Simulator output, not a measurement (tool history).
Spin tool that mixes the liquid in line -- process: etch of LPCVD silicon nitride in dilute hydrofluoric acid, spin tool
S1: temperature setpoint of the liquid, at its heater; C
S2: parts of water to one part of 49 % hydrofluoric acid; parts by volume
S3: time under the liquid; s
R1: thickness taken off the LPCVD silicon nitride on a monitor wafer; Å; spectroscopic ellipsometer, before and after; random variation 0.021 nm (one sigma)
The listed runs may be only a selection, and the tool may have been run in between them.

run 1 hour=0 | S1=23 S2=135 S3=65 | R1=1.9963
run 2 hour=1 | S1=23.5 S2=125 S3=65 | R1=2.3987
run 3 hour=7.4 | S1=23.5 S2=105 S3=65 | R1=2.9624
run 4 hour=8.8 | S1=24 S2=100 S3=65 | R1=3.2249
run 5 hour=15.7 | S1=24 S2=100 S3=40 | R1=2.0249
run 6 hour=17.4 | S1=24 S2=90 S3=45 | R1=2.44
run 7 hour=26.5 | S1=24.5 S2=80 S3=45 | R1=2.7967
run 8 hour=27.2 | S1=25 S2=75 S3=45 | R1=2.8868
run 9 hour=36.1 | S1=25 S2=70 S3=50 | R1=3.5379

Forecast run 10:
run 10 hour=41.3 | S1=28 S2=45 S3=55 | R1=?

R1: 7.6755 Å
